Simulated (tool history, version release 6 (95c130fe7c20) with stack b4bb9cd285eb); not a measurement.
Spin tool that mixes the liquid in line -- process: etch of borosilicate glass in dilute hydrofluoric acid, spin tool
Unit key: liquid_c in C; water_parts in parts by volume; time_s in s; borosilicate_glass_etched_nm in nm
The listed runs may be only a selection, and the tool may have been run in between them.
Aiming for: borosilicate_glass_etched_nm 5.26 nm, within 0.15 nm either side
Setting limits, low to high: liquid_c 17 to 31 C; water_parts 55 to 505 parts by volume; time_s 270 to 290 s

run	hour	liquid_c	water_parts	time_s	borosilicate_glass_etched_nm
1	0	23	280	270	12.123
2	2.7	23	200	270	18.565
3	5.3	23	270	270	12.927
4	7.6	22.5	290	270	11.457
5	12.9	22.5	350	270	8.891
6	20.1	22.5	410	270	7.3454
7	25.9	22	415	270	7.126
8	28.8	21.5	420	270	6.7921
9	35.4	21	425	270	6.5947
10	43.1	21	425	270	6.6194
11	43.7	20.5	430	270	6.427
12	46.3	20.5	430	270	6.4175

Which single option among these 5 for the next run brings every result within its allowed miss of target? Just one does.
A	48.9	19.5	505	270	?
B	48.9	19	440	270	?
C	48.9	17	375	285	?
D	48.9	21.5	505	270	?
E	48.9	19	370	270	?

move	borosilicate_glass_etched_nm
A	4.9646
B	5.8916
C	7.1539
D	5.3011
E	7.4132
A: the result that was furthest off in the last run now lies on the other side of its target
B: closes in on the targets versus the last run, not all within tolerance yet
C: lands further from the targets than the last run did
D: in spec on every target
E: lands further from the targets than the last run did
Answer: D

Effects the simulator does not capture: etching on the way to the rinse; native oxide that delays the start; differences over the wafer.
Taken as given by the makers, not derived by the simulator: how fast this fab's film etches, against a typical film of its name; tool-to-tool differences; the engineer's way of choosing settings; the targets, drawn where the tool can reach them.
